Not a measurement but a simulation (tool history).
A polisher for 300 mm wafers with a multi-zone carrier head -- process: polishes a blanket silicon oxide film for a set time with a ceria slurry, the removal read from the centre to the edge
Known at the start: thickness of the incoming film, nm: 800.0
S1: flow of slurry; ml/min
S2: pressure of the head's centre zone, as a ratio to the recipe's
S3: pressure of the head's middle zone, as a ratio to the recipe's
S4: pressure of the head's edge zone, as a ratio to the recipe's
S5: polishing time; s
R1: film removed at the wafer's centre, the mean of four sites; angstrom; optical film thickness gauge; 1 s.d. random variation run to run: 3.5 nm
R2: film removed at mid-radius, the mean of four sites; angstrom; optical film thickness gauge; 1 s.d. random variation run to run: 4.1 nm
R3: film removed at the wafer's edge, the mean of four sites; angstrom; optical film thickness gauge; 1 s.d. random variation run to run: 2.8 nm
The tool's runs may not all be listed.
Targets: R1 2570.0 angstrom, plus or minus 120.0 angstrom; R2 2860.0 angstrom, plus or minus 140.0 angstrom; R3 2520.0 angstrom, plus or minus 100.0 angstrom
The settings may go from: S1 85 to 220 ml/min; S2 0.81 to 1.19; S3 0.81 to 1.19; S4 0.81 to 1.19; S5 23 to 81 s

run 1 hour=0.0 | S1=140 S2=1.00 S3=1.00 S4=1.00 S5=52 | R1=2334.3 R2=2314.8 R3=2227.5
run 2 hour=3.9 | S1=140 S2=1.08 S3=1.00 S4=1.00 S5=52 | R1=2453.3 R2=2159.7 R3=2229.7
run 3 hour=11.0 | S1=140 S2=1.08 S3=1.00 S4=1.03 S5=52 | R1=2471.0 R2=2246.2 R3=2271.8
run 4 hour=12.1 | S1=140 S2=1.08 S3=1.00 S4=0.99 S5=52 | R1=2460.8 R2=2241.3 R3=2209.6
run 5 hour=17.9 | S1=145 S2=1.07 S3=1.02 S4=1.00 S5=52 | R1=2471.0 R2=2283.5 R3=2214.3
run 6 hour=19.2 | S1=150 S2=1.06 S3=1.03 S4=1.02 S5=52 | R1=2485.9 R2=2362.4 R3=2263.7
run 7 hour=20.0 | S1=155 S2=1.05 S3=1.04 S4=1.03 S5=52 | R1=2442.3 R2=2409.7 R3=2329.7
run 8 hour=26.8 | S1=195 S2=1.05 S3=1.14 S4=1.02 S5=53 | R1=2579.0 R2=2682.8 R3=2396.1
run 9 hour=29.2 | S1=195 S2=1.05 S3=1.14 S4=1.03 S5=53 | R1=2547.0 R2=2672.8 R3=2447.1
run 10 hour=33.5 | S1=195 S2=1.05 S3=1.15 S4=1.03 S5=53 | R1=2520.0 R2=2634.0 R3=2401.0

Exactly one of the 5 candidate moves below puts every result within its allowed miss. Which one?
run A hour=37.8 | S1=210 S2=1.06 S3=1.19 S4=0.83 S5=54 | R1=? R2=? R3=?
run B hour=37.8 | S1=195 S2=1.01 S3=1.14 S4=0.98 S5=50 | R1=? R2=? R3=?
run C hour=37.8 | S1=190 S2=0.97 S3=1.13 S4=0.97 S5=58 | R1=? R2=? R3=?
run D hour=37.8 | S1=185 S2=0.99 S3=1.19 S4=1.07 S5=50 | R1=? R2=? R3=?
run E hour=37.8 | S1=215 S2=0.99 S3=1.14 S4=1.19 S5=56 | R1=? R2=? R3=?

move=A R1=2714.4 R2=2888.7 R3=2205.6
move=B R1=2378.9 R2=2555.3 R3=2191.7
move=C R1=2648.6 R2=2933.3 R3=2524.6
move=D R1=2319.5 R2=2635.1 R3=2275.8
move=E R1=2648.6 R2=2894.0 R3=2728.4
A: the furthest-off result lands on target, but another misses its tolerance
B: moves away from the targets compared with the last run
C: all results in spec
D: moves away from the targets compared with the last run
E: the furthest-off result lands on target, but another misses its tolerance
Go with C: it meets all targets.
